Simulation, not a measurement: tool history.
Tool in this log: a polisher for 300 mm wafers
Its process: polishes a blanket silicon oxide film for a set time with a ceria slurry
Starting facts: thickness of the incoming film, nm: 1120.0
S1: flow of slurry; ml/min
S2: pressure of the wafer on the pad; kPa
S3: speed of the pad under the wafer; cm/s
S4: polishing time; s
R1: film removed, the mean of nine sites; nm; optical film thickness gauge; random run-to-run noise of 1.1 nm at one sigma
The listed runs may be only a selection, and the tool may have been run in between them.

Run 1, day 0: S1 150 ml/min, S2 13.8 kPa, S3 108 cm/s, S4 39 s. Result: R1 142.08 nm.
Run 2, day 0.312: S1 150 ml/min, S2 11 kPa, S3 108 cm/s, S4 39 s. Result: R1 118.4 nm.
Run 3, day 0.521: S1 145 ml/min, S2 11 kPa, S3 108 cm/s, S4 39 s. Result: R1 116.26 nm.
Run 4, day 0.854: S1 140 ml/min, S2 11 kPa, S3 108 cm/s, S4 39 s. Result: R1 114.15 nm.
Run 5, day 1.179: S1 140 ml/min, S2 11 kPa, S3 118 cm/s, S4 39 s. Result: R1 122.17 nm.
Run 6, day 1.458: S1 140 ml/min, S2 11 kPa, S3 144 cm/s, S4 39 s. Result: R1 139.37 nm.
Run 7, day 1.783: S1 125 ml/min, S2 7.6 kPa, S3 142 cm/s, S4 39 s. Result: R1 100.57 nm.
Run 8, day 2.033: S1 135 ml/min, S2 7.6 kPa, S3 142 cm/s, S4 39 s. Result: R1 102.13 nm.
Run 9, day 2.138: S1 140 ml/min, S2 7.6 kPa, S3 142 cm/s, S4 39 s. Result: R1 104.18 nm.
Run 10, day 2.454: S1 145 ml/min, S2 7.6 kPa, S3 142 cm/s, S4 39 s. Result: R1 106.47 nm.

Predict the results of run 11:
Run 11, day 2.538: S1 150 ml/min, S2 7.6 kPa, S3 142 cm/s, S4 39 s. Result: R1 ?.

R1: 104.2 nm
